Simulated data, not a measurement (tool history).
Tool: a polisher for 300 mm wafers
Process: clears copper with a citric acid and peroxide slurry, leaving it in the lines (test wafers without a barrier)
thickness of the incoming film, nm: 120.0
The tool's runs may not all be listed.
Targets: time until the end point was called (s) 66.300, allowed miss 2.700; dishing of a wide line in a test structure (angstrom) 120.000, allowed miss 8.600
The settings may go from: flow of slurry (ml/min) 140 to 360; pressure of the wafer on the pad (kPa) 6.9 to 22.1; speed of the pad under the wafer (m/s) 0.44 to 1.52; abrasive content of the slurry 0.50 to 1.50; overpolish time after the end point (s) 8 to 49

run,hour,flow of slurry (ml/min),pressure of the wafer on the pad (kPa),speed of the pad under the wafer (m/s),abrasive content of the slurry,overpolish time after the end point (s),time until the end point was called (s),dishing of a wide line in a test structure (angstrom)
1,0.0,230,14.5,0.98,1.00,25,99.686,220.370
2,6.0,230,14.5,0.76,1.00,25,130.110,182.820
3,11.9,230,14.5,0.76,1.00,19,128.680,142.840
4,13.6,230,11.7,0.76,1.00,19,157.320,118.800
5,14.1,220,12.4,0.84,0.95,17,141.410,122.710
6,22.7,220,12.4,0.98,0.95,17,119.170,137.400
7,26.8,155,14.5,1.26,0.70,8,93.204,85.454
8,27.7,220,18.6,1.30,0.65,9,72.235,128.950

4 next moves are on the table. One of them brings every result within its allowed miss. Which?
A,28.6,195,17.9,1.30,0.65,10,?,?
B,28.6,170,19.3,1.36,0.90,9,?,?
C,28.6,225,15.9,1.28,0.75,13,?,?
D,28.6,200,17.9,1.52,0.60,8,?,?

move,time until the end point was called (s),dishing of a wide line in a test structure (angstrom)
A,74.578,130.330
B,60.319,143.900
C,78.791,156.540
D,65.938,118.900
A: further off than the last run
B: takes the result that was furthest off past its target
C: further off than the last run
D: meets every target
Move D is the one to make.
